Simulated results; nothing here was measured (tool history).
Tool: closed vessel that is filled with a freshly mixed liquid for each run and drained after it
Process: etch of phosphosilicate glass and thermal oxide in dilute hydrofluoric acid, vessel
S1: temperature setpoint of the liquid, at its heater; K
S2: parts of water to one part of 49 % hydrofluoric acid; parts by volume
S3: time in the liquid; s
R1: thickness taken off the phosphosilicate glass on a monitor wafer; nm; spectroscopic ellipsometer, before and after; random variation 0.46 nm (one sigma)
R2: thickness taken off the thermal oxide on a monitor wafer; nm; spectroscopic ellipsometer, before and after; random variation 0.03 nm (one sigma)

run,hour,S1,S2,S3,R1,R2
1,0.0,296.15,80,60,112.89,3.4972
2,8.6,295.65,80,60,111.23,3.3964
3,13.6,298.65,80,60,125.27,3.8319
4,21.9,297.65,80,60,120.46,3.6877
5,30.6,295.15,80,60,108.33,3.3346
6,34.9,295.15,80,75,134.77,4.1640
7,41.4,293.65,80,75,126.95,3.9703
8,42.6,293.15,80,75,124.98,3.8126
9,49.6,293.15,80,75,124.46,3.8590
10,55.3,292.15,80,75,119.31,3.7584

Run 11, settings as shown, results not yet in. Your forecast:
11,60.6,291.15,90,75,?,?

Run 11 came out at R1 100.87 nm, R2 3.1104 nm.
